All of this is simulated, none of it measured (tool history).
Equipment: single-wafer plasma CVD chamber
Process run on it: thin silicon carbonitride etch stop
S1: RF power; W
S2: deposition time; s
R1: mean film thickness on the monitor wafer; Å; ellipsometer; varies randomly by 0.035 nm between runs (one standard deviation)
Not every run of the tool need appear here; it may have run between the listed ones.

| run | hour | S1 | S2 | R1 |
|---|---|---|---|---|
| 1 | 0.0 | 185 | 25.3 | 140.15 |
| 2 | 4.2 | 185 | 28.5 | 156.66 |
| 3 | 4.9 | 165 | 28.5 | 152.48 |
| 4 | 12.3 | 165 | 30.1 | 160.99 |
| 5 | 17.4 | 160 | 28.2 | 149.79 |
| 6 | 21.2 | 170 | 28.2 | 152.04 |
| 7 | 29.7 | 165 | 26.6 | 141.83 |
| 8 | 30.9 | 160 | 25.4 | 134.27 |
| 9 | 37.8 | 160 | 25.4 | 135.00 |
| 10 | 45.8 | 155 | 24.4 | 129.21 |
| 11 | 47.4 | 150 | 23.6 | 123.37 |
| 12 | 52.2 | 145 | 23.0 | 119.72 |
| 13 | 54.4 | 140 | 22.6 | 116.99 |

What does the tool deliver on the next run?
| 14 | 55.4 | 140 | 22.2 | ? |

R1: 115.18 Å

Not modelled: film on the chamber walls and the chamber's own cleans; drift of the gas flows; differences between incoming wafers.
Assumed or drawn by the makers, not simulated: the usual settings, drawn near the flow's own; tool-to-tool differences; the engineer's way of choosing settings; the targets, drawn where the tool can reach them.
